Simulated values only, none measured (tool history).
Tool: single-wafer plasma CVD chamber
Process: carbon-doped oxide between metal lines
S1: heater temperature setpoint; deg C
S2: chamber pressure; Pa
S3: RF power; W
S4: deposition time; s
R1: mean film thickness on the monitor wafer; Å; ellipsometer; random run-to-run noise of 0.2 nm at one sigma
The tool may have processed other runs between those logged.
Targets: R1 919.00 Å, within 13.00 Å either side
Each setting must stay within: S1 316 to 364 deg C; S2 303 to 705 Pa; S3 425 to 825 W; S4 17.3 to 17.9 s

run  hour   S1   S2   S3    S4       R1
  1   0.0  340  504  625  17.3  1053.60
  2   1.6  340  555  625  17.3  1070.20
  3   5.5  342  527  620  17.3  1050.80
  4  13.3  344  503  615  17.3  1032.70
  5  14.9  346  481  610  17.3  1013.60
  6  18.7  346  420  610  17.3  1004.90
  7  24.9  348  409  605  17.3   986.38
  8  33.7  350  400  600  17.3   978.48
  9  41.3  351  391  595  17.3   965.96
 10  47.5  352  384  595  17.3   964.51

4 candidate next runs follow, results not yet known. Just one meets every target within its allowed miss. Identify it.
  A  53.7  356  377  590  17.5   ?
  B  53.7  350  325  535  17.9   ?
  C  53.7  362  392  555  17.3   ?
  D  53.7  355  389  540  17.3   ?

move      R1
   A  956.78
   B  914.61
   C  893.34
   D  889.04
A: better than the last run, though not everything is in spec
B: all results in spec
C: carries the result that was furthest off beyond its target, to the other side
D: carries the result that was furthest off beyond its target, to the other side
B meets every target.

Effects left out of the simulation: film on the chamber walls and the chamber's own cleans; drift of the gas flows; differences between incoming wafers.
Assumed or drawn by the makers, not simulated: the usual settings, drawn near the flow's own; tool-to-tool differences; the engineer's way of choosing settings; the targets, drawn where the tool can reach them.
